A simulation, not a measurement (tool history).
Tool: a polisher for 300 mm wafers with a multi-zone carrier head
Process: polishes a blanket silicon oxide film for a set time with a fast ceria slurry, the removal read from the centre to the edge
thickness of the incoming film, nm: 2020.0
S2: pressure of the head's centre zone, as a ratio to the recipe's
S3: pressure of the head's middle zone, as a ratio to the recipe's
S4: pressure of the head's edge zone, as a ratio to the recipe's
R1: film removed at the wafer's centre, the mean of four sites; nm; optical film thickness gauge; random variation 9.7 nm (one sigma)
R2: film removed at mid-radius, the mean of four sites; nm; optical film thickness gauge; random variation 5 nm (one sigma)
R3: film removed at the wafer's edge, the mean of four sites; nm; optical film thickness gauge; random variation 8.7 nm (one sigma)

Run 1, day 0.000: flow of slurry (ml/min) 280, S2 1.00, S3 1.00, S4 1.00, polishing time (s) 33. Result: R1 495.77 nm, R2 542.32 nm, R3 499.94 nm.
Run 2, day 0.067: flow of slurry (ml/min) 280, S2 1.00, S3 0.96, S4 1.00, polishing time (s) 33. Result: R1 505.73 nm, R2 521.90 nm, R3 502.18 nm.
Run 3, day 0.254: flow of slurry (ml/min) 280, S2 1.00, S3 0.96, S4 0.96, polishing time (s) 33. Result: R1 500.03 nm, R2 527.97 nm, R3 479.99 nm.
Run 4, day 0.304: flow of slurry (ml/min) 285, S2 1.03, S3 0.99, S4 1.02, polishing time (s) 35. Result: R1 545.87 nm, R2 566.31 nm, R3 544.00 nm.
Run 5, day 0.588: flow of slurry (ml/min) 285, S2 0.97, S3 0.99, S4 1.02, polishing time (s) 35. Result: R1 532.40 nm, R2 575.30 nm, R3 542.04 nm.
Run 6, day 0.629: flow of slurry (ml/min) 285, S2 0.97, S3 0.99, S4 1.05, polishing time (s) 35. Result: R1 507.95 nm, R2 573.09 nm, R3 543.44 nm.
Run 7, day 0.842: flow of slurry (ml/min) 295, S2 1.02, S3 1.00, S4 1.08, polishing time (s) 37. Result: R1 579.61 nm, R2 609.94 nm, R3 586.37 nm.
Run 8, day 0.867: flow of slurry (ml/min) 280, S2 1.02, S3 0.99, S4 1.11, polishing time (s) 39. Result: R1 621.12 nm, R2 635.40 nm, R3 628.87 nm.
Run 9, day 1.025: flow of slurry (ml/min) 290, S2 1.01, S3 0.98, S4 1.13, polishing time (s) 40. Result: R1 619.93 nm, R2 648.77 nm, R3 659.85 nm.

Forecast run 10:
Run 10, day 1.250: flow of slurry (ml/min) 300, S2 1.02, S3 0.98, S4 1.15, polishing time (s) 41. Result: R1 ?, R2 ?, R3 ?.

R1: 645.28 nm
R2: 658.34 nm
R3: 671.66 nm
